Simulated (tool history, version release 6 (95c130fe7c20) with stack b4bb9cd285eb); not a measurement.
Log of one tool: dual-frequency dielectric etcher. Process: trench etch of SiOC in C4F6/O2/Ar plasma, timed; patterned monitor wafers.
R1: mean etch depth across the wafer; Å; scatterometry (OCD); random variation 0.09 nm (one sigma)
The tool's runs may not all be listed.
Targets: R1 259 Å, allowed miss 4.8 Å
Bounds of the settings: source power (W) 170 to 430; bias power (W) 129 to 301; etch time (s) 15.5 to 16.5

run 1 day=0 | source_power_(W)=300 bias_power_(W)=215 etch_time_(s)=15.5 | R1=279.2
run 2 day=0.375 | source_power_(W)=300 bias_power_(W)=215 etch_time_(s)=15.5 | R1=280.58
run 3 day=0.546 | source_power_(W)=300 bias_power_(W)=250 etch_time_(s)=15.5 | R1=298.25
run 4 day=0.904 | source_power_(W)=340 bias_power_(W)=250 etch_time_(s)=15.5 | R1=310.36
run 5 day=0.933 | source_power_(W)=280 bias_power_(W)=250 etch_time_(s)=15.5 | R1=291.83
run 6 day=0.967 | source_power_(W)=270 bias_power_(W)=248 etch_time_(s)=15.5 | R1=285.94
run 7 day=1.242 | source_power_(W)=260 bias_power_(W)=247 etch_time_(s)=15.5 | R1=280.51
run 8 day=1.388 | source_power_(W)=250 bias_power_(W)=246 etch_time_(s)=15.5 | R1=276.44
run 9 day=1.533 | source_power_(W)=240 bias_power_(W)=245 etch_time_(s)=15.5 | R1=274.09
run 10 day=1.817 | source_power_(W)=230 bias_power_(W)=244 etch_time_(s)=15.5 | R1=269.45

Which of these 5 next moves meets every target?
run A day=2.1 | source_power_(W)=240 bias_power_(W)=243 etch_time_(s)=15.5 | R1=?
run B day=2.1 | source_power_(W)=230 bias_power_(W)=232 etch_time_(s)=16 | R1=?
run C day=2.1 | source_power_(W)=210 bias_power_(W)=229 etch_time_(s)=16.5 | R1=?
run D day=2.1 | source_power_(W)=260 bias_power_(W)=187 etch_time_(s)=16 | R1=?
run E day=2.1 | source_power_(W)=200 bias_power_(W)=253 etch_time_(s)=16 | R1=?

move=A R1=272.34
move=B R1=271.41
move=C R1=269.79
move=D R1=257.09
move=E R1=269.11
A: further off than the last run
B: further off than the last run
C: as far off as the last run
D: meets every target
E: as far off as the last run
Move D is the one to make.
